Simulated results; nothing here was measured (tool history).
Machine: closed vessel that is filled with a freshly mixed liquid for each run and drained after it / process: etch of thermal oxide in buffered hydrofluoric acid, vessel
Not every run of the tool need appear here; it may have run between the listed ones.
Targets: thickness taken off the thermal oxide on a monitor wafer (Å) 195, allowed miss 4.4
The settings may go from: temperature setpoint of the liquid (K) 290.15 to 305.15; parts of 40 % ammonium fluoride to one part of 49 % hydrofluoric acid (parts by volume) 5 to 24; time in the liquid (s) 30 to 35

run	day	temperature setpoint of the liquid (K)	parts of 40 % ammonium fluoride to one part of 49 % hydrofluoric acid (parts by volume)	time in the liquid (s)	thickness taken off the thermal oxide on a monitor wafer (Å)
1	0	298.15	14.5	35	299.93
2	0.304	299.65	14.5	35	322.69
3	0.417	303.15	14.5	35	392.58
4	0.796	301.65	14.5	35	358.82
5	0.867	300.15	14.5	35	334.99
6	1.25	297.15	14.5	35	281.92
7	1.583	296.15	14.5	35	270.05
8	1.971	295.15	14.5	35	256.08
9	2.108	294.65	14.5	35	247.52
10	2.258	294.15	14.5	35	242.75
11	2.438	293.65	14.5	35	235.06
12	2.604	293.15	14.5	35	225.97

Next run, 4 choices. One meets every target within its allowed miss, the rest don't. Which?
A	2.771	291.65	14.5	35	?
B	2.771	292.65	13.5	30	?
C	2.771	291.15	14	35	?
D	2.771	291.65	15.5	35	?

move	thickness taken off the thermal oxide on a monitor wafer (Å)
A	207.75
B	202.11
C	209.03
D	194.56
A: closer than the last run, but not yet in spec
B: closer than the last run, but not yet in spec
C: closer than the last run, but not yet in spec
D: every result within its allowed miss
Go with D: it meets all targets.

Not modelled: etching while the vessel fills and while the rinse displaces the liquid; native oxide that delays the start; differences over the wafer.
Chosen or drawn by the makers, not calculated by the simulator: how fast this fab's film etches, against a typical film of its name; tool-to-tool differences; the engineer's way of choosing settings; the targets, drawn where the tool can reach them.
